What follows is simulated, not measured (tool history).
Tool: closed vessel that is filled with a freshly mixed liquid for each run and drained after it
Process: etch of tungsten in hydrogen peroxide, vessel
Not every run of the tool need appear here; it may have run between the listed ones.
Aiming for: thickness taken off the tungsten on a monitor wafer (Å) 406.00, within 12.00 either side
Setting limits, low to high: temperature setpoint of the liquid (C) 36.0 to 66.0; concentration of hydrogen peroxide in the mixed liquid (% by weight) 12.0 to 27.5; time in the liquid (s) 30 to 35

run,hour,temperature setpoint of the liquid (C),concentration of hydrogen peroxide in the mixed liquid (% by weight),time in the liquid (s),thickness taken off the tungsten on a monitor wafer (Å)
1,0.0,52.0,18.5,35,338.45
2,3.8,59.0,18.5,35,508.12
3,5.2,58.0,18.5,35,479.44
4,6.8,57.5,18.5,35,458.99
5,14.6,57.5,21.0,35,499.83
6,23.6,61.5,21.0,35,625.22
7,24.5,59.5,21.0,35,549.17
8,29.5,58.0,21.0,35,515.77
9,33.3,57.0,21.0,35,480.67
10,38.1,56.5,21.0,35,469.31
11,42.7,56.0,21.0,35,447.74
12,44.3,56.0,21.0,35,457.26
13,48.5,55.5,21.0,35,442.35
14,55.4,55.0,21.0,35,426.93

Exactly one of the 5 candidate moves below puts every result within its allowed miss. Which one?
A,62.3,59.0,23.0,30,?
B,62.3,58.0,20.5,30,?
C,62.3,55.5,23.5,35,?
D,62.3,58.0,23.5,30,?
E,62.3,56.5,21.0,30,?

move,thickness taken off the tungsten on a monitor wafer (Å)
A,495.15
B,441.41
C,477.02
D,472.61
E,409.68
A: the biggest miss grows against the last run
B: the biggest miss grows against the last run
C: the biggest miss grows against the last run
D: the biggest miss grows against the last run
E: all results in spec
E is the move that brings every result within its allowed miss.
